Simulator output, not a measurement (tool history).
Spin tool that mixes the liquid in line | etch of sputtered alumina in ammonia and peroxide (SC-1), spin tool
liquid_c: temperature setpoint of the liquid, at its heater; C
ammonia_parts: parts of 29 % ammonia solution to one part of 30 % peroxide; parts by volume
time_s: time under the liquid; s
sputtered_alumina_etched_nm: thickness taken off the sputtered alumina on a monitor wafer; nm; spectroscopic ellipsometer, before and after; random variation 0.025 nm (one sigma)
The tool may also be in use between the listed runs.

run	hour	liquid_c	ammonia_parts	time_s	sputtered_alumina_etched_nm
1	0.0	59.0	0.7	110	6.8146
2	1.0	59.0	0.8	110	6.9034
3	3.9	59.0	0.8	110	6.8701
4	5.8	56.5	0.8	110	6.1528
5	8.4	56.5	0.7	110	5.9600
6	10.1	56.5	0.7	110	5.9741

Forecast run 7:
7	10.9	54.5	0.7	110	?

Run 7 gave sputtered_alumina_etched_nm 5.3610 nm.
